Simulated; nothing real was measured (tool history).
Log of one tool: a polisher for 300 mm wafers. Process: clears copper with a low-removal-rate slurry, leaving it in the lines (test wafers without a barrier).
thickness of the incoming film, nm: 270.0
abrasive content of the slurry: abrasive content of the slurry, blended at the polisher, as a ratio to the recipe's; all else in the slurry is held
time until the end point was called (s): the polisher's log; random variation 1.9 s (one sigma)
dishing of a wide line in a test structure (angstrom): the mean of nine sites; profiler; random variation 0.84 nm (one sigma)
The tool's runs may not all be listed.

run,hour,flow of slurry (ml/min),pressure of the wafer on the pad (psi),speed of the pad under the wafer (cm/s),abrasive content of the slurry,overpolish time after the end point (s),time until the end point was called (s),dishing of a wide line in a test structure (angstrom)
1,0,220,2.6,118,1,22,75.911,451.1
2,4.8,220,2.1,118,1,22,94.412,376.73
3,10.2,245,2.1,118,1,22,89.692,383.83
4,17.1,240,2.1,118,1,22,92.286,362.95
5,19.6,235,2.1,118,1,23,91.013,389.99
6,28.5,230,2.1,118,1,23,92.231,404.96
7,32,225,2.1,118,1,23,97.577,386.36
8,35.8,220,2.1,118,1,23,93.789,375.36
9,44.7,215,2.1,118,1,24,94.334,395.99

The next listed run, before its measurement:
10,49,210,2.1,118,1,24,?,?

{"run 10": {"time until the end point was called (s)": 93.924, "dishing of a wide line in a test structure (angstrom)": 405.31}}

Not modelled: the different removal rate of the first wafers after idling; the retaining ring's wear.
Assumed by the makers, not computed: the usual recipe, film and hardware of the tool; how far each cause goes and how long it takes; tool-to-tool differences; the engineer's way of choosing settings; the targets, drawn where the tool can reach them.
